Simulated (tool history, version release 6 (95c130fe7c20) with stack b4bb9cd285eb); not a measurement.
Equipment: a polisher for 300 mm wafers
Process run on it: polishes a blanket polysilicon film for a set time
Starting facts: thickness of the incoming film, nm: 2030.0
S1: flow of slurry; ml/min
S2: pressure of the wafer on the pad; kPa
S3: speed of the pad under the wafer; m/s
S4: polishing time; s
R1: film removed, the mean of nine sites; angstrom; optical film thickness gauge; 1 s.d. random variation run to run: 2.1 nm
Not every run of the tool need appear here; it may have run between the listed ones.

run	hour	S1	S2	S3	S4	R1
1	0	145	12.4	0.88	31	1405.2
2	2.4	175	12.4	0.88	31	1475.4
3	10.2	175	11	0.88	31	1339.4
4	16.1	180	11.7	0.88	31	1421.7
# hour 24.9: slurry nozzle cleaned
5	24.9	185	12.4	0.88	31	1591.9
6	31	185	12.4	0.88	31	1599.1

The next listed run, before its measurement:
7	35.4	200	15.9	0.9	31	?

{"run 7": {"R1": 2037.5}}
